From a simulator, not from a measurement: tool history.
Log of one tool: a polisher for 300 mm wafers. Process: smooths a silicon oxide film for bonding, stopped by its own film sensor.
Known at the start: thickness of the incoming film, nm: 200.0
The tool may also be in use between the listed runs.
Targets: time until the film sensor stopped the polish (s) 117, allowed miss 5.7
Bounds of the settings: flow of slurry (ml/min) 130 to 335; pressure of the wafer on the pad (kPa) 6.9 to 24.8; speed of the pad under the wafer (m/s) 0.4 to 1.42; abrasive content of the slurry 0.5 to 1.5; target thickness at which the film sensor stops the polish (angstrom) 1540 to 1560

| run | hour | flow of slurry (ml/min) | pressure of the wafer on the pad (kPa) | speed of the pad under the wafer (m/s) | abrasive content of the slurry | target thickness at which the film sensor stops the polish (angstrom) | time until the film sensor stopped the polish (s) |
|---|---|---|---|---|---|---|---|
| 1 | 0 | 215 | 15.9 | 0.9 | 1 | 1560 | 60.601 |
| 2 | 1.1 | 215 | 14.5 | 0.88 | 1 | 1560 | 68.517 |
| 3 | 6.8 | 215 | 14.5 | 0.88 | 1 | 1560 | 67.732 |
| 4 | 11.1 | 215 | 14.5 | 0.88 | 0.9 | 1560 | 70.992 |
| 5 | 17 | 215 | 13.8 | 0.88 | 0.9 | 1560 | 73.503 |
| 6 | 19.6 | 215 | 13.8 | 0.88 | 1.1 | 1560 | 70.596 |
| 7 | 26.4 | 215 | 13.1 | 0.88 | 1.1 | 1560 | 72.379 |
| 8 | 32 | 215 | 12.4 | 0.86 | 1.1 | 1560 | 79.633 |
| 9 | 36.2 | 215 | 11.7 | 0.86 | 1.1 | 1560 | 81.394 |
| 10 | 42.9 | 215 | 11 | 0.86 | 1.1 | 1560 | 88.033 |
| 11 | 50.3 | 215 | 10.3 | 0.86 | 1.1 | 1560 | 94.106 |
| 12 | 56.5 | 215 | 10.3 | 0.86 | 1.1 | 1560 | 93.828 |
| 13 | 58.1 | 215 | 9 | 0.86 | 1.1 | 1560 | 108.9 |

4 next moves are on the table. One of them brings every result within its allowed miss. Which?
| A | 59.7 | 250 | 10.3 | 0.9 | 0.95 | 1560 | ? |
| B | 59.7 | 225 | 9.7 | 0.74 | 0.95 | 1560 | ? |
| C | 59.7 | 255 | 11.7 | 0.48 | 1 | 1540 | ? |
| D | 59.7 | 220 | 9.7 | 0.9 | 1.25 | 1560 | ? |

| move | time until the film sensor stopped the polish (s) |
|---|---|
| A | 91.425 |
| B | 113.49 |
| C | 127.87 |
| D | 91.213 |
A: further off than the last run
B: meets every target
C: takes the result that was furthest off past its target
D: further off than the last run
Answer: B
